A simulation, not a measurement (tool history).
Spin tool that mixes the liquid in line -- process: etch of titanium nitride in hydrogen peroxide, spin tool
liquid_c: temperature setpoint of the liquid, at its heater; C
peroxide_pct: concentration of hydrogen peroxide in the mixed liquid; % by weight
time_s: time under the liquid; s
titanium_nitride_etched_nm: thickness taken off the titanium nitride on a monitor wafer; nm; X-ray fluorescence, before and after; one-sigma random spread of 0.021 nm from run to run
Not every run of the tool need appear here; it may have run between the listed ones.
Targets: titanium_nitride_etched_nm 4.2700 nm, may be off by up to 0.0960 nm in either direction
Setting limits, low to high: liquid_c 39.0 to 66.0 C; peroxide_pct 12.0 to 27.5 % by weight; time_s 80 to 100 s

run,hour,liquid_c,peroxide_pct,time_s,titanium_nitride_etched_nm
1,0.0,55.0,18.5,100,6.0892
2,2.7,53.5,18.5,100,5.4931
3,9.4,53.5,18.5,100,5.5365
4,18.0,47.5,18.5,100,3.5604
5,19.9,47.5,20.0,100,3.6400
6,28.5,48.0,20.0,100,3.7696
7,32.3,48.5,20.0,100,3.9000
8,36.9,48.5,20.0,100,3.8932
9,42.5,49.0,20.0,100,4.0551

Which of these 5 next moves meets every target?
A,48.1,51.0,20.0,95,?
B,48.1,48.5,23.0,100,?
C,48.1,50.5,20.0,85,?
D,48.1,48.5,20.5,100,?
E,48.1,50.0,18.5,100,?

move,titanium_nitride_etched_nm
A,4.4730
B,4.0495
C,3.8609
D,3.9503
E,4.3089
A: carries the result that was furthest off beyond its target, to the other side
B: about the same distance from the targets as the last run
C: further off than the last run
D: further off than the last run
E: every result lands within tolerance
The right move is E.
